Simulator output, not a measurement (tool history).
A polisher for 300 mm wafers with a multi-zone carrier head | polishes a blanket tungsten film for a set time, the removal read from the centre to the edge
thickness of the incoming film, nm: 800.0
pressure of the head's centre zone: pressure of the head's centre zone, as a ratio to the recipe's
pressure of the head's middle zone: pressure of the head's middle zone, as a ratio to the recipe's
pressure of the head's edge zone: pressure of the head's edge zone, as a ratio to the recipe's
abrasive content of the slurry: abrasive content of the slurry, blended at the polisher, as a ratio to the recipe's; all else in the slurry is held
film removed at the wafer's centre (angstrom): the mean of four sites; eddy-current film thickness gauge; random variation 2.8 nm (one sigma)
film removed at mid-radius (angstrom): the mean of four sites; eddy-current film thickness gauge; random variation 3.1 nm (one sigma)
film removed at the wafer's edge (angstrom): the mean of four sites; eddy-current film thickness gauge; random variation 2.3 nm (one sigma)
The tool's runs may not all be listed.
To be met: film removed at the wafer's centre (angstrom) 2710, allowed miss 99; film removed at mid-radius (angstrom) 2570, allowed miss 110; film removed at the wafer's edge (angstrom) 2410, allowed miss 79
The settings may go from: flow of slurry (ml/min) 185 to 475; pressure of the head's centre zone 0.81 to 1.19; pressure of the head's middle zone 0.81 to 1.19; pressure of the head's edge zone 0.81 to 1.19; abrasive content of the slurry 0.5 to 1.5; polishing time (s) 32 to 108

run	hour	flow of slurry (ml/min)	pressure of the head's centre zone	pressure of the head's middle zone	pressure of the head's edge zone	abrasive content of the slurry	polishing time (s)	film removed at the wafer's centre (angstrom)	film removed at mid-radius (angstrom)	film removed at the wafer's edge (angstrom)
1	0	305	1	1	1	1	70	1986.1	2058.6	2017.9
2	2.3	305	1	0.92	1	1	70	2009.7	1908.2	2028.4
3	5.4	305	1	0.92	1	1.1	70	2081.1	1921.4	2070.1
4	11.5	305	1	0.88	1	1.1	70	2102.7	1895.4	2081.5
5	16.9	310	1.02	0.92	1.01	1.15	70	2124.7	1984.4	2184
6	24.7	310	1.04	0.94	0.98	1.2	71	2246.3	2095.7	2183.5
7	31.7	315	1.06	0.96	0.98	1.25	71	2329.1	2160.3	2187.3
8	33.5	320	1.08	0.98	0.99	1.3	71	2385.2	2238	2214.6

Which of these 5 next moves meets every target?
A	35.3	375	1.15	1.11	1.06	1.1	78	?	?	?
B	35.3	285	1.15	0.88	1	1.3	81	?	?	?
C	35.3	325	1.13	0.98	1.06	1.5	73	?	?	?
D	35.3	335	1.06	0.84	1.12	1.5	64	?	?	?
E	35.3	240	0.99	0.9	0.87	1.4	87	?	?	?

move	film removed at the wafer's centre (angstrom)	film removed at mid-radius (angstrom)	film removed at the wafer's edge (angstrom)
A	2702.4	2585.1	2411.7
B	2899.2	2305.2	2551.8
C	2708.3	2384	2471.5
D	2234.4	1852.4	2224.6
E	2724.2	2553.3	2635
A: meets every target
B: takes the result that was furthest off past its target
C: brings the result that was furthest off to its target, and leaves another outside
D: further off than the last run
E: brings the result that was furthest off to its target, and leaves another outside
The right move is A.
